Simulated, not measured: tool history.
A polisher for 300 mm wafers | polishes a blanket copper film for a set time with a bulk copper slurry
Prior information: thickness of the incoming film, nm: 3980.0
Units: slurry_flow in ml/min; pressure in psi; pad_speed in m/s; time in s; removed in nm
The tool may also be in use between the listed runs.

Run 1, hour 0: slurry_flow 230 ml/min, pressure 2.5 psi, pad_speed 1.16 m/s, slurry_solids 1, time 42 s. Result: removed 466.87 nm.
Run 2, hour 8.5: slurry_flow 230 ml/min, pressure 2.5 psi, pad_speed 1.16 m/s, slurry_solids 1, time 42 s. Result: removed 459.53 nm.
Run 3, hour 16.2: slurry_flow 230 ml/min, pressure 2.5 psi, pad_speed 1.28 m/s, slurry_solids 1, time 42 s. Result: removed 501.73 nm.
Run 4, hour 24.3: slurry_flow 230 ml/min, pressure 3.1 psi, pad_speed 1.28 m/s, slurry_solids 1, time 42 s. Result: removed 621 nm.
Run 5, hour 31.6: slurry_flow 230 ml/min, pressure 2.6 psi, pad_speed 1.26 m/s, slurry_solids 1, time 42 s. Result: removed 511.51 nm.
Run 6, hour 32.9: slurry_flow 230 ml/min, pressure 2.3 psi, pad_speed 1.24 m/s, slurry_solids 1, time 42 s. Result: removed 458.01 nm.
Run 7, hour 34.5: slurry_flow 230 ml/min, pressure 2.1 psi, pad_speed 1.22 m/s, slurry_solids 1, time 42 s. Result: removed 407.14 nm.

Run 8 comes next. What will it give?
Run 8, hour 38.5: slurry_flow 230 ml/min, pressure 2.1 psi, pad_speed 1.22 m/s, slurry_solids 1, time 42 s. Result: removed ?.

removed: 410.83 nm
